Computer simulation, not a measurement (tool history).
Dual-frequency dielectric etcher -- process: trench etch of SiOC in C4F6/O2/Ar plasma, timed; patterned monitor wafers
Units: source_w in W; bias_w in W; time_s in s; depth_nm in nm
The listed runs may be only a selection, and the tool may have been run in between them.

run	day	source_w	bias_w	time_s	depth_nm
1	0	390	199	17	33.805
2	0.112	410	201	17	34.775
3	0.342	430	202	17	35.396
4	0.429	360	202	17	33.215
5	0.471	360	202	18	34.787
6	0.783	330	202	18	33.525
7	0.992	350	203	18	34.595
8	1.267	370	204	18	35.668

Estimate the outcome of run 9 from the log above:
# day 1.633: bias power generator calibrated
9	1.633	380	205	18	?

{"run 9": {"depth_nm": 36.84}}
